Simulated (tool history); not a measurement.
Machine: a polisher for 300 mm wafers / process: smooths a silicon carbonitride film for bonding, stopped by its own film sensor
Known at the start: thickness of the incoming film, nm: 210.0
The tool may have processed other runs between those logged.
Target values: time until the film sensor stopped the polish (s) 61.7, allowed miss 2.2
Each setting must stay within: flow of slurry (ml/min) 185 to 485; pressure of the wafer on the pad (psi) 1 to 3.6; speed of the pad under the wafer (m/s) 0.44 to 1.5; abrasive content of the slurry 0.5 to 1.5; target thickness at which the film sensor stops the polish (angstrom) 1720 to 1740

run    day  flow of slurry (ml/min)  pressure of the wafer on the pad (psi)  speed of the pad under the wafer (m/s)  abrasive content of the slurry  target thickness at which the film sensor stops the polish (angstrom)  time until the film sensor stopped the polish (s)
  1      0                      310                                     2.3                                    0.96                               1                                                                   1740                                             111.45
  2  0.238                      310                                     2.3                                    0.96                             1.2                                                                   1740                                             103.55
  3  0.346                      310                                     2.5                                    0.96                             1.2                                                                   1740                                             95.165
  4  0.404                      310                                     2.5                                    0.96                             1.2                                                                   1720                                             99.443
       0.7  -- worn pad replaced by a new one
  5    0.7                      310                                     2.5                                    0.72                             1.2                                                                   1720                                             115.23
  6  1.004                      310                                     2.7                                    0.76                             1.2                                                                   1720                                              104.5
  7  1.283                      310                                     2.8                                     0.8                             1.2                                                                   1720                                             96.292
  8  1.575                      310                                     3.4                                    0.92                             1.2                                                                   1720                                             72.859
  9  1.908                      310                                     3.4                                    0.94                             1.2                                                                   1720                                             71.104
 10  2.279                      310                                     3.4                                    0.96                             1.2                                                                   1720                                             70.256
 11  2.321                      310                                     3.4                                    0.96                             1.2                                                                   1720                                             69.525
 12  2.621                      310                                     3.5                                       1                             1.2                                                                   1720                                              66.66

Below are 4 possible settings for the next run. Only one of them brings all results inside the allowed miss of their targets. Which is it?
  A  2.921                      345                                     3.5                                    1.04                            1.25                                                                   1720                                                  ?
  B  2.921                      320                                     3.5                                    0.98                            1.45                                                                   1740                                                  ?
  C  2.921                      300                                     3.6                                    1.06                             1.2                                                                   1740                                                  ?
  D  2.921                      280                                     3.3                                    1.38                             1.1                                                                   1720                                                  ?

move  time until the film sensor stopped the polish (s)
   A                                             62.653
   B                                             59.012
   C                                             58.401
   D                                             56.496
A: in spec on every target
B: pushes the last run's worst result past its target
C: pushes the last run's worst result past its target
D: pushes the last run's worst result past its target
A meets every target.
